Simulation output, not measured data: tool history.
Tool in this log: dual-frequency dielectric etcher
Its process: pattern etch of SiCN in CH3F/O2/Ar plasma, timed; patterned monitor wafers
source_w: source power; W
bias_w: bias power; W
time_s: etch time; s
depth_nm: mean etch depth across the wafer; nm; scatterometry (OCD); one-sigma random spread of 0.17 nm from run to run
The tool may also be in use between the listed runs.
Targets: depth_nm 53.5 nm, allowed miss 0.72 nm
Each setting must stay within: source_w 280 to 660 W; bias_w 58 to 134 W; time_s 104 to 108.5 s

| run | hour | source_w | bias_w | time_s | depth_nm |
|---|---|---|---|---|---|
| 1 | 0 | 470 | 96 | 104 | 47.793 |
| 2 | 8.2 | 540 | 96 | 104 | 50.397 |
| 3 | 15 | 540 | 89 | 104 | 48.997 |
| 4 | 16.4 | 460 | 89 | 104 | 46.614 |
| 5 | 17.2 | 510 | 91 | 104 | 48.58 |
| 6 | 22.9 | 550 | 92 | 104 | 50.136 |
| 7 | 29.3 | 570 | 93 | 104 | 50.893 |
| 8 | 36.3 | 590 | 93 | 104 | 51.276 |
| 9 | 41.9 | 610 | 93 | 104 | 52.424 |
| 10 | 45.8 | 620 | 93 | 104 | 52.583 |

Which one of the following 5 next-run settings gets every result inside its allowed miss? There is exactly one.
| A | 49.7 | 640 | 94 | 105 | ? |
| B | 49.7 | 620 | 87 | 105 | ? |
| C | 49.7 | 560 | 91 | 108 | ? |
| D | 49.7 | 660 | 95 | 107.5 | ? |
| E | 49.7 | 620 | 86 | 104 | ? |

| move | depth_nm |
|---|---|
| A | 53.939 |
| B | 51.919 |
| C | 52.337 |
| D | 56.035 |
| E | 51.219 |
A: meets every target
B: misses by more than the last run did
C: misses by more than the last run did
D: takes the result that was furthest off past its target
E: misses by more than the last run did
So the answer is move A, the one that meets all the targets.

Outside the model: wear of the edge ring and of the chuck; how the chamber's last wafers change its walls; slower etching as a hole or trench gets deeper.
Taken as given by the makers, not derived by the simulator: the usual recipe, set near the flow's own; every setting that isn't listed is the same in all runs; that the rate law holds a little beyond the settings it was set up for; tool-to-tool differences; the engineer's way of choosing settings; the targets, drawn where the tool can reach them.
